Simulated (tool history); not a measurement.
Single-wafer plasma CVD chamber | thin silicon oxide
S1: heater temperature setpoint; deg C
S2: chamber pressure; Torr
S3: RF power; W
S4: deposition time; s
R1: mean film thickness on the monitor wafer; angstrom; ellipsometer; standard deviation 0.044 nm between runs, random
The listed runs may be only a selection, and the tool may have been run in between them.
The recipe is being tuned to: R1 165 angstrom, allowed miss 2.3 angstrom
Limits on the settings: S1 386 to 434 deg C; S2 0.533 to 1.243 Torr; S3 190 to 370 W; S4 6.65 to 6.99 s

run  hour   S1     S2   S3    S4      R1
  1     0  410  0.888  280  6.99  142.82
  2   8.5  410  0.911  280  6.99  145.71
  3  12.9  414  0.911  280  6.99  144.75
  4  15.7  414  0.911  280  6.99  145.39
  5  19.2  414  0.931  280  6.99  149.08
  6    26  414  0.946  280  6.99  151.09
  7  31.1  414  0.959  280  6.99  153.14
  8  34.8  414   0.97  280  6.99  154.54
  9  38.5  414   0.98  280  6.99   155.5
 10  39.3  414  0.989  280  6.99   156.6

Next run, 4 choices. One meets every target within its allowed miss, the rest don't. Which?
  A  40.1  413  1.041  280  6.65   ?
  B  40.1  416  1.084  265  6.99   ?
  C  40.1  400   1.09  285  6.99   ?
  D  40.1  425  1.122  280  6.99   ?

move      R1
   A   154.5
   B   163.6
   C  170.78
   D  170.19
A: the biggest miss grows against the last run
B: all results land within tolerance of their targets
C: takes the biggest miss from the last run beyond its target
D: takes the biggest miss from the last run beyond its target
Answer: B

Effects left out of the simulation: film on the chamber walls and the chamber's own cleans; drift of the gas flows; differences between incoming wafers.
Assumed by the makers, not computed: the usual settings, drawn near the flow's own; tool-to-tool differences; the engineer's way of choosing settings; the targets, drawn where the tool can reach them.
